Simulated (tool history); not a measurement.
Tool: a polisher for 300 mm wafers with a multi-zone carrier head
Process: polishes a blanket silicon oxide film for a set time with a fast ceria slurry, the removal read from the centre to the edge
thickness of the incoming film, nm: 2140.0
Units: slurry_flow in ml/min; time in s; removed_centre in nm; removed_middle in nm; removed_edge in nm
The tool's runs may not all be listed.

run  hour  slurry_flow  centre_zone  middle_zone  edge_zone  time  removed_centre  removed_middle  removed_edge
  1   0.0          200         1.00         1.00       1.00    44          517.40          516.34        518.05
  2   6.6          200         1.00         1.04       1.00    44          527.69          529.90        517.46
  3  12.7          200         1.00         1.04       1.07    44          515.80          538.45        532.08
  4  15.3          200         1.00         1.03       1.06    43          506.63          520.17        517.19
  5  20.2          180         1.00         1.03       1.06    43          494.03          507.00        514.19
  6  28.3          180         1.05         1.03       1.06    43          526.29          510.66        507.45
  7  36.8          180         1.04         1.03       1.05    42          501.35          498.20        490.40
  8  40.1          175         1.04         1.02       1.04    42          500.46          493.47        487.95
  9  44.3          170         1.04         1.01       1.03    42          500.24          487.39        496.22
 10  52.0          170         1.04         1.01       1.03    41          483.95          472.54        483.88
 11  53.2          170         1.04         1.01       1.02    40          478.12          465.32        464.49
 12  55.3          170         1.04         1.01       1.02    40          476.87          464.58        457.49
 13  62.6          165         1.03         1.00       1.02    40          468.28          459.60        460.06
 14  69.0          165         1.03         0.99       1.02    40          478.10          452.40        460.71
 15  72.1          165         1.02         0.99       1.02    40          467.09          450.47        458.91
 16  78.2          165         1.01         0.99       1.02    40          455.80          452.41        458.99

The next listed run, before its measurement:
 17  82.4          165         1.01         0.99       1.01    40               ?               ?             ?

removed_centre: 461.26 nm
removed_middle: 460.14 nm
removed_edge: 455.86 nm
